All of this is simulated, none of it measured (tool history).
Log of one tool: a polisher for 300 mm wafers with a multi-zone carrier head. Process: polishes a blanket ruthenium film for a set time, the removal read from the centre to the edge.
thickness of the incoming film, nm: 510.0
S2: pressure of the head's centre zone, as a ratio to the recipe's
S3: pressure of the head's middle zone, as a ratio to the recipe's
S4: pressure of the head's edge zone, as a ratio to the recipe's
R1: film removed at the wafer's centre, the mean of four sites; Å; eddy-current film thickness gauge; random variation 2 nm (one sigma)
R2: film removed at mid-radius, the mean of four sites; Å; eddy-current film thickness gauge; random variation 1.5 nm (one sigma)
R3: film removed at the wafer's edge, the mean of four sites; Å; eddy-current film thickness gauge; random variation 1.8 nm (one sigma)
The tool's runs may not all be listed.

{"run": 1, "hour": 0.0, "flow of slurry (ml/min)": 280, "S2": 1.0, "S3": 1.0, "S4": 1.0, "polishing time (s)": 74, "R1": 884.44, "R2": 900.53, "R3": 924.52}
{"run": 2, "hour": 0.7, "flow of slurry (ml/min)": 285, "S2": 1.04, "S3": 0.98, "S4": 1.03, "polishing time (s)": 81, "R1": 1037.4, "R2": 976.06, "R3": 1037.7}
{"run": 3, "hour": 6.9, "flow of slurry (ml/min)": 285, "S2": 1.04, "S3": 1.04, "S4": 1.03, "polishing time (s)": 81, "R1": 1020.0, "R2": 1058.2, "R3": 1039.0}
{"run": 4, "hour": 13.2, "flow of slurry (ml/min)": 285, "S2": 1.04, "S3": 1.04, "S4": 0.98, "polishing time (s)": 81, "R1": 1037.2, "R2": 1023.6, "R3": 1000.1}
{"run": 5, "hour": 19.2, "flow of slurry (ml/min)": 285, "S2": 1.04, "S3": 1.04, "S4": 0.91, "polishing time (s)": 81, "R1": 1033.6, "R2": 1009.2, "R3": 952.47}
{"run": 6, "hour": 21.4, "flow of slurry (ml/min)": 285, "S2": 1.06, "S3": 1.01, "S4": 0.97, "polishing time (s)": 86, "R1": 1129.6, "R2": 1059.4, "R3": 1060.3}

The next listed run, before its measurement:
{"run": 7, "hour": 26.8, "flow of slurry (ml/min)": 285, "S2": 1.08, "S3": 0.99, "S4": 1.02, "polishing time (s)": 89, "R1": "?", "R2": "?", "R3": "?"}

{"run 7": {"R1": 1165.9, "R2": 1070.7, "R3": 1128.6}}
